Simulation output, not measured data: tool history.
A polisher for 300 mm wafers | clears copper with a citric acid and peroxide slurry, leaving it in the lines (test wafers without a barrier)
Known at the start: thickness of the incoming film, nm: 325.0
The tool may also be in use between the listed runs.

run,hour,flow of slurry (ml/min),pressure of the wafer on the pad (kPa),speed of the pad under the wafer (cm/s),abrasive content of the slurry,overpolish time after the end point (s),time until the end point was called (s),dishing of a wide line in a test structure (angstrom)
1,0.0,170,24.1,90,1.0,22,185.55,293.50
2,7.6,170,22.1,84,1.0,22,211.41,249.41
3,8.8,210,22.1,84,1.0,22,202.21,260.75
4,13.7,235,22.1,84,1.0,22,203.30,261.98
5,17.8,235,20.7,78,1.0,23,228.87,241.05
6,25.0,235,20.7,92,1.0,23,192.93,278.93
7,27.4,235,19.3,86,1.0,24,223.25,263.64
8,36.2,235,19.3,86,1.0,24,224.45,254.40
9,37.0,235,17.9,82,1.0,24,250.50,225.89
10,41.9,235,16.5,78,1.0,25,285.48,220.56
11,50.4,235,15.9,76,1.0,25,306.46,195.89
12,53.0,230,15.2,74,1.0,25,313.77,190.35
13,58.1,230,14.5,72,1.0,25,341.95,174.06
14,61.7,215,11.0,56,1.0,27,571.40,120.83

Forecast run 15:
15,63.9,220,11.0,56,1.0,27,?,?

time until the end point was called (s): 575.71
dishing of a wide line in a test structure (angstrom): 121.55
